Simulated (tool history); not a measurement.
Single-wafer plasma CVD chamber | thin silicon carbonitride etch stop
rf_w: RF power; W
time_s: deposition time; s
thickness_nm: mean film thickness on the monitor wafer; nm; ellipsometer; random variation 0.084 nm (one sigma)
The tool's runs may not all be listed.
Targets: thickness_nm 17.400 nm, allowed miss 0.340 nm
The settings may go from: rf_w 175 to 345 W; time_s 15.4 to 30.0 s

| run | day | rf_w | time_s | thickness_nm |
|---|---|---|---|---|
| 1 | 0.000 | 260 | 22.7 | 14.872 |
| 2 | 0.242 | 260 | 20.3 | 13.305 |
| 3 | 0.458 | 260 | 17.0 | 11.150 |
| 4 | 0.712 | 270 | 18.3 | 12.116 |
| 5 | 0.771 | 270 | 15.5 | 10.221 |
| 6 | 0.867 | 270 | 15.4 | 10.045 |
| 7 | 1.067 | 275 | 17.1 | 11.320 |
| 8 | 1.375 | 285 | 18.3 | 12.247 |
| 9 | 1.746 | 295 | 19.3 | 13.023 |
| 10 | 1.854 | 300 | 20.1 | 13.500 |
| 11 | 1.908 | 305 | 20.9 | 14.149 |

Which of these 5 next moves meets every target?
| A | 1.962 | 300 | 25.5 | ? |
| B | 1.962 | 310 | 23.9 | ? |
| C | 1.962 | 325 | 23.7 | ? |
| D | 1.962 | 315 | 28.1 | ? |
| E | 1.962 | 315 | 24.4 | ? |

| move | thickness_nm |
|---|---|
| A | 17.215 |
| B | 16.261 |
| C | 16.309 |
| D | 19.192 |
| E | 16.665 |
A: meets every target
B: nearer than the last run, and not there yet
C: nearer than the last run, and not there yet
D: takes the result that was furthest off past its target
E: nearer than the last run, and not there yet
The right move is A.
